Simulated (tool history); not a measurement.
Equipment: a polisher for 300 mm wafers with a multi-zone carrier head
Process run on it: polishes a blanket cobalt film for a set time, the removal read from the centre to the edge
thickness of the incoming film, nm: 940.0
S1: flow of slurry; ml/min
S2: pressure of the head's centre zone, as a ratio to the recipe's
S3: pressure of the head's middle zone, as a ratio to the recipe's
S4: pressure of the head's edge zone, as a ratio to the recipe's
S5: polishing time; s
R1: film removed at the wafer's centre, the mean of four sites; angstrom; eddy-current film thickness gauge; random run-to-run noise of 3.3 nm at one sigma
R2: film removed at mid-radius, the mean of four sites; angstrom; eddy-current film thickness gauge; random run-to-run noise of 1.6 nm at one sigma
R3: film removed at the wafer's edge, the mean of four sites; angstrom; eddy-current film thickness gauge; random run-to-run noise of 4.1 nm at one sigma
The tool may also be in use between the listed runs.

| run | hour | S1 | S2 | S3 | S4 | S5 | R1 | R2 | R3 |
|---|---|---|---|---|---|---|---|---|---|
| 1 | 0.0 | 240 | 1.00 | 1.00 | 1.00 | 74 | 3178.7 | 3122.7 | 3151.7 |
| 2 | 7.5 | 205 | 1.00 | 1.00 | 1.00 | 74 | 3037.0 | 3071.4 | 3080.2 |
| 3 | 15.7 | 200 | 0.98 | 0.97 | 1.01 | 73 | 2988.1 | 2943.4 | 3108.6 |
| 4 | 22.0 | 235 | 0.98 | 0.97 | 1.01 | 73 | 3021.5 | 2990.4 | 3093.8 |
| 5 | 23.3 | 230 | 0.96 | 0.94 | 1.01 | 72 | 2907.2 | 2844.3 | 3077.9 |
| 6 | 27.4 | 225 | 0.94 | 0.92 | 1.00 | 71 | 2789.0 | 2791.6 | 3112.0 |
| 7 | 28.8 | 220 | 0.94 | 0.91 | 1.00 | 69 | 2710.1 | 2656.0 | 2932.7 |
| 8 | 32.6 | 215 | 0.93 | 0.90 | 1.00 | 69 | 2722.3 | 2685.2 | 2863.2 |
| 9 | 40.7 | 215 | 0.93 | 0.90 | 1.00 | 69 | 2710.0 | 2639.1 | 2884.2 |
| 10 | 43.2 | 210 | 0.91 | 0.88 | 1.01 | 69 | 2631.1 | 2585.3 | 2918.3 |
| 11 | 48.1 | 205 | 0.90 | 0.87 | 1.01 | 69 | 2615.4 | 2544.2 | 2972.8 |
| 12 | 51.7 | 200 | 0.89 | 0.86 | 1.00 | 69 | 2584.7 | 2524.2 | 2880.0 |

Run 13 is up next; what results do you expect?
| 13 | 57.7 | 195 | 0.88 | 0.85 | 1.00 | 69 | ? | ? | ? |

Run 13 measured R1 2555.7 angstrom, R2 2499.1 angstrom, R3 2891.1 angstrom.
